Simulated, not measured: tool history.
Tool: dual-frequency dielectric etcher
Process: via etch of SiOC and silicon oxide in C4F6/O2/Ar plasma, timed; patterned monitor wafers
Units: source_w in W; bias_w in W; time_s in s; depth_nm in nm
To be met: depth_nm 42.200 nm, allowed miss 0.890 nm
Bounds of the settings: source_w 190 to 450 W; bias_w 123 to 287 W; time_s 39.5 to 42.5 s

{"run": 1, "hour": 0.0, "source_w": 320, "bias_w": 205, "time_s": 42.5, "depth_nm": 48.012}
{"run": 2, "hour": 3.7, "source_w": 320, "bias_w": 205, "time_s": 39.5, "depth_nm": 44.896}
{"run": 3, "hour": 6.9, "source_w": 320, "bias_w": 205, "time_s": 42.5, "depth_nm": 47.746}
{"run": 4, "hour": 15.2, "source_w": 320, "bias_w": 205, "time_s": 42.5, "depth_nm": 48.148}
{"run": 5, "hour": 22.3, "source_w": 300, "bias_w": 202, "time_s": 42.5, "depth_nm": 46.111}
{"run": 6, "hour": 24.8, "source_w": 290, "bias_w": 201, "time_s": 42.5, "depth_nm": 45.196}
{"run": 7, "hour": 28.0, "source_w": 280, "bias_w": 200, "time_s": 42.5, "depth_nm": 44.338}
{"run": 8, "hour": 28.6, "source_w": 280, "bias_w": 200, "time_s": 42.5, "depth_nm": 44.409}
{"run": 9, "hour": 32.7, "source_w": 270, "bias_w": 199, "time_s": 42.5, "depth_nm": 43.428}

Which of these 5 next moves meets every target?
{"run": "A", "hour": 36.8, "source_w": 260, "bias_w": 231, "time_s": 42.0, "depth_nm": "?"}
{"run": "B", "hour": 36.8, "source_w": 300, "bias_w": 209, "time_s": 41.0, "depth_nm": "?"}
{"run": "C", "hour": 36.8, "source_w": 240, "bias_w": 214, "time_s": 42.5, "depth_nm": "?"}
{"run": "D", "hour": 36.8, "source_w": 280, "bias_w": 208, "time_s": 42.5, "depth_nm": "?"}
{"run": "E", "hour": 36.8, "source_w": 300, "bias_w": 198, "time_s": 42.5, "depth_nm": "?"}

move=A depth_nm=45.082
move=B depth_nm=45.018
move=C depth_nm=42.139
move=D depth_nm=44.981
move=E depth_nm=45.433
A: further off than the last run
B: further off than the last run
C: meets every target
D: further off than the last run
E: further off than the last run
The right move is C.

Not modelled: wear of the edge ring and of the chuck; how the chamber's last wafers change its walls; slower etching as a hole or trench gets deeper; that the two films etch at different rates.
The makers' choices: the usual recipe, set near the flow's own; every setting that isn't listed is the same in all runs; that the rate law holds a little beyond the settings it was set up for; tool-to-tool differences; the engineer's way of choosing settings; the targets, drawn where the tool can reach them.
